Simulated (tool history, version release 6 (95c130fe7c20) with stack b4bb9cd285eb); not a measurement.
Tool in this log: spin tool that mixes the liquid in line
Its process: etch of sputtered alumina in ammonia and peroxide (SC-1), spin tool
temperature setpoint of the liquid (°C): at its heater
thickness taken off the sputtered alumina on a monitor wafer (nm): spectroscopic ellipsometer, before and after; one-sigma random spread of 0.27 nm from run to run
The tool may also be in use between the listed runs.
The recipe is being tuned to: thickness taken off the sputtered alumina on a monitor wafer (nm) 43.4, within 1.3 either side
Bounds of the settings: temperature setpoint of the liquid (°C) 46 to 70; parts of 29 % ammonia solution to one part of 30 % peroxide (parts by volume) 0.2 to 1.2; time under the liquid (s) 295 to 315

| run | hour | temperature setpoint of the liquid (°C) | parts of 29 % ammonia solution to one part of 30 % peroxide (parts by volume) | time under the liquid (s) | thickness taken off the sputtered alumina on a monitor wafer (nm) |
|---|---|---|---|---|---|
| 1 | 0 | 62 | 0.8 | 295 | 28.038 |
| 2 | 2.4 | 63.5 | 0.8 | 295 | 30.491 |
| 3 | 5.2 | 64.5 | 0.8 | 295 | 31.827 |
| 4 | 7.3 | 64.5 | 0.95 | 295 | 32.543 |
| 5 | 10.4 | 65.5 | 0.95 | 295 | 34.23 |
| 6 | 16.8 | 62.5 | 0.95 | 295 | 29.459 |
| 7 | 21.2 | 63.5 | 0.95 | 295 | 30.806 |
| 8 | 23.1 | 64.5 | 0.95 | 295 | 32.388 |
| 9 | 31.2 | 65.5 | 0.95 | 295 | 34.085 |
| 10 | 40 | 65.5 | 0.95 | 295 | 33.96 |
| 11 | 43.4 | 66 | 0.95 | 295 | 35.08 |
| 12 | 46.2 | 66.5 | 0.95 | 295 | 35.741 |
| 13 | 47.8 | 67 | 0.95 | 295 | 36.361 |
| 14 | 54 | 67.5 | 0.95 | 295 | 37.731 |
| 15 | 60.3 | 68 | 0.95 | 295 | 38.735 |
| 16 | 66.1 | 68.5 | 0.95 | 295 | 39.638 |

Exercise: of the 4 proposed moves below, exactly one satisfies all targets within the stated allowed misses. Which move is it?
| A | 71.9 | 69.5 | 1 | 310 | ? |
| B | 71.9 | 70 | 1.15 | 315 | ? |
| C | 71.9 | 68.5 | 1.2 | 295 | ? |
| D | 71.9 | 69 | 0.9 | 300 | ? |

| move | thickness taken off the sputtered alumina on a monitor wafer (nm) |
|---|---|
| A | 43.607 |
| B | 45.988 |
| C | 40.226 |
| D | 40.789 |
A: all results land within tolerance of their targets
B: takes the result that was furthest off past its target
C: an improvement on the last run, though not all results are within tolerance
D: an improvement on the last run, though not all results are within tolerance
Correct choice: A, which meets every target

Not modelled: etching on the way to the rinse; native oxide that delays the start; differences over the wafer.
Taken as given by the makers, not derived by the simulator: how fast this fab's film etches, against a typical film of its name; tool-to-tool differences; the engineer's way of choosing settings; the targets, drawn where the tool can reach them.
